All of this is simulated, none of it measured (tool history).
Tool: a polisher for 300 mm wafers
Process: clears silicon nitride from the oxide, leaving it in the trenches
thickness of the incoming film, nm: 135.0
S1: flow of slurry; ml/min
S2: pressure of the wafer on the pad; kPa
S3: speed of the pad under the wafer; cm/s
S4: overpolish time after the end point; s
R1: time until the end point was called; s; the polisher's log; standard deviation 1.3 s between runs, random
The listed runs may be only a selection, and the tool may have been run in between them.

run	hour	S1	S2	S3	S4	R1
1	0.0	315	13.1	130	13	149.23
2	2.6	315	14.5	134	13	127.46
3	7.3	370	14.5	134	13	129.38
4	8.9	370	14.5	150	13	114.52
5	10.0	370	14.5	150	13	113.48
6	13.5	370	14.5	150	13	114.96

Estimate the outcome of run 7 from the log above:
7	14.4	370	15.2	152	13	?

{"run 7": {"R1": 105.45}}

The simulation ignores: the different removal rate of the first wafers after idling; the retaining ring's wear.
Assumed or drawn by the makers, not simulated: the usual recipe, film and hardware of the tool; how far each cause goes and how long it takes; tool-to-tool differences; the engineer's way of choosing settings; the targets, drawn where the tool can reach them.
